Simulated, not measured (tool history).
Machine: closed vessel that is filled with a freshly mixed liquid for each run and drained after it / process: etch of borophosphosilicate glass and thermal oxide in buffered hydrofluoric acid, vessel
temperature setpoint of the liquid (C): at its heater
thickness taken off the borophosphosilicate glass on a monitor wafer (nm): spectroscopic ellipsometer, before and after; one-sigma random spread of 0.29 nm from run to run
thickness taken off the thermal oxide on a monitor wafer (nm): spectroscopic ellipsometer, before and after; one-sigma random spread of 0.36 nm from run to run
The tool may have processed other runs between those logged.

run,hour,temperature setpoint of the liquid (C),parts of 40 % ammonium fluoride to one part of 49 % hydrofluoric acid (parts by volume),time in the liquid (s),thickness taken off the borophosphosilicate glass on a monitor wafer (nm),thickness taken off the thermal oxide on a monitor wafer (nm)
1,0.0,24.0,22.5,60,33.560,30.044
2,5.6,25.5,22.5,60,36.704,32.835
3,12.3,25.5,22.5,85,52.377,46.947
4,20.5,25.5,27.0,85,45.841,40.285
5,27.8,25.5,27.0,95,51.463,45.482
6,31.3,25.5,30.0,95,48.101,43.263

What does the tool deliver on the next run?
7,37.6,25.0,30.0,95,?,?

{"run 7": {"thickness taken off the borophosphosilicate glass on a monitor wafer (nm)": 46.969, "thickness taken off the thermal oxide on a monitor wafer (nm)": 41.105}}

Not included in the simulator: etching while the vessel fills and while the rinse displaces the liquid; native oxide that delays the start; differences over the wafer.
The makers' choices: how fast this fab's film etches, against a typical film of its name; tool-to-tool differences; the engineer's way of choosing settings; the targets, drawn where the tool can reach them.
